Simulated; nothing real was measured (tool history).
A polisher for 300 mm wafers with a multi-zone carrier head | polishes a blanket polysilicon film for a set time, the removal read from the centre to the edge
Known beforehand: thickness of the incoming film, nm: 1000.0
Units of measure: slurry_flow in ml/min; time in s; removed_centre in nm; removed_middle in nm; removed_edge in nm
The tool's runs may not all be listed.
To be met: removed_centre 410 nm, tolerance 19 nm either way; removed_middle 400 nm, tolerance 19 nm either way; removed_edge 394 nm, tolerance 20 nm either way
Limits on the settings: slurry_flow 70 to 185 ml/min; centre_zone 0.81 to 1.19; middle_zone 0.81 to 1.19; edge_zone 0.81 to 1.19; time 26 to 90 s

run	hour	slurry_flow	centre_zone	middle_zone	edge_zone	time	removed_centre	removed_middle	removed_edge
1	0	120	1	1	1	58	289.02	286.24	297.51
2	2.6	120	1	1	1	46	239.45	228.93	227.57
3	5.4	120	1	1	1.04	46	238.95	224.71	241.03
4	6.3	125	1.01	1.01	1.04	48	250.99	245.74	253.95
5	11.5	125	1.01	1.01	1.04	57	292.89	293.7	288.03
6	15.7	125	1.01	1	1.04	59	303.42	299.55	301.97
7	22.9	125	1.02	1	1.05	60	313.6	301.76	318.38
8	30.7	130	1.03	1.01	1.06	61	329.37	315.57	319.35
9	35.5	130	1.03	1.01	1.07	62	332.12	321.36	331.62
10	43.9	135	1.03	1.02	1.08	63	333.54	327.26	337.65

Next run, 5 choices. One meets every target within its allowed miss, the rest don't. Which?
A	52.3	140	1.19	1.03	1.01	68	?	?	?
B	52.3	145	0.99	1.04	1.09	79	?	?	?
C	52.3	135	1.05	1.06	1.06	75	?	?	?
D	52.3	125	0.93	0.93	1.19	78	?	?	?
E	52.3	130	1.02	1	1.02	57	?	?	?

move	removed_centre	removed_middle	removed_edge
A	427.64	361.27	358.56
B	416.32	426.77	434.84
C	412.11	405.28	402.47
D	371.14	370.78	439.11
E	301.06	290.66	298.52
A: brings the result that was furthest off to its target, and leaves another outside
B: brings the result that was furthest off to its target, and leaves another outside
C: all results land within tolerance of their targets
D: better than the last run, though not everything is in spec
E: its largest miss is bigger than the last run's
C meets every target.

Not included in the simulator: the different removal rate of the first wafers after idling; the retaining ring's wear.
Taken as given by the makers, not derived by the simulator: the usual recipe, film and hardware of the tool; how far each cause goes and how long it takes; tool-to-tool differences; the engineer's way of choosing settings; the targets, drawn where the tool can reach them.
